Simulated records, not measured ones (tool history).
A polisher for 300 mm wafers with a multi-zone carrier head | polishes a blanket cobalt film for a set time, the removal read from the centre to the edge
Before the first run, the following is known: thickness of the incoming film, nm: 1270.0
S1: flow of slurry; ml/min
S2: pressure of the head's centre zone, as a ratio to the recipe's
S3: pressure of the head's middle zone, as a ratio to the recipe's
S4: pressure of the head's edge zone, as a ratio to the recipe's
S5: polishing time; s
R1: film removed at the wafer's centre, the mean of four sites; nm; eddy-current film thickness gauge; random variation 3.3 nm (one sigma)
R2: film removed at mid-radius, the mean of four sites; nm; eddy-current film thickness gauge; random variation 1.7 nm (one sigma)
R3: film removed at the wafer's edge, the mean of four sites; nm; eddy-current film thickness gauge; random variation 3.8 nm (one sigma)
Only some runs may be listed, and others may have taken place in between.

run,hour,S1,S2,S3,S4,S5,R1,R2,R3
1,0,320,1,1,1,51,355.13,353.78,347.01
2,4.8,320,1.01,0.98,0.99,50,349.24,338.13,336.26
3,10.5,275,1.01,0.98,0.99,50,354.66,332.38,335.78
4,15.3,270,1.01,0.96,0.98,49,339.42,317.68,326.76
5,20.3,270,1.02,0.94,0.97,48,339.43,311.97,324.22
6,22.9,270,1.02,0.94,1.02,48,335.29,310.52,322.01
7,24.4,270,1.12,0.84,1.01,36,271.22,211.3,248.57
8,28.2,270,1.13,0.85,1.01,36,279.91,210.63,250.38

Run 9 has not been measured yet. What should we expect?
9,32.1,320,1.17,0.95,1.05,37,?,?,?

R1: 297.26 nm
R2: 241.19 nm
R3: 262.99 nm
